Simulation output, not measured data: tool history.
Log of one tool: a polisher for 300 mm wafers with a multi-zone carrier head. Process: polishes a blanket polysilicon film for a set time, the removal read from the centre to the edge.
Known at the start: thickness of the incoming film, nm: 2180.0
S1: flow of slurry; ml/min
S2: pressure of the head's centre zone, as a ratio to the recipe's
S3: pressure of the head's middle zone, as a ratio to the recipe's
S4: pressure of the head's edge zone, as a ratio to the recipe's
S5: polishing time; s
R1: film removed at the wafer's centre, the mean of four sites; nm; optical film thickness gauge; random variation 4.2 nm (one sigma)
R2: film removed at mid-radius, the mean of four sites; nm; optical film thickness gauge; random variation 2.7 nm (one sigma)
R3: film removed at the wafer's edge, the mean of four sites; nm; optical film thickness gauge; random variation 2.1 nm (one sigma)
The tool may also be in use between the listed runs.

run 1 day=0 | S1=180 S2=1 S3=1 S4=1 S5=46 | R1=434.35 R2=444.39 R3=435.75
run 2 day=0.279 | S1=175 S2=1.01 S3=0.98 S4=1 S5=45 | R1=435.25 R2=415.86 R3=429.69
run 3 day=0.646 | S1=170 S2=1.01 S3=0.96 S4=0.98 S5=44 | R1=416.29 R2=401.48 R3=412.04
run 4 day=0.942 | S1=170 S2=1.01 S3=0.96 S4=0.93 S5=44 | R1=406.15 R2=403.95 R3=402.62
run 5 day=1.079 | S1=165 S2=1.02 S3=0.94 S4=0.92 S5=43 | R1=393.2 R2=385.86 R3=387.85
run 6 day=1.354 | S1=160 S2=1.03 S3=0.92 S4=0.92 S5=42 | R1=394.91 R2=359.97 R3=378.09
run 7 day=1.492 | S1=155 S2=1.03 S3=0.91 S4=0.91 S5=42 | R1=392.68 R2=364.43 R3=371.61
run 8 day=1.525 | S1=155 S2=1.03 S3=0.9 S4=0.92 S5=41 | R1=393.07 R2=347.6 R3=372.42

Forecast run 9:
run 9 day=1.738 | S1=150 S2=1.03 S3=0.89 S4=0.91 S5=41 | R1=? R2=? R3=?

Run 9 gave R1 381.89 nm, R2 338.27 nm, R3 364.26 nm.
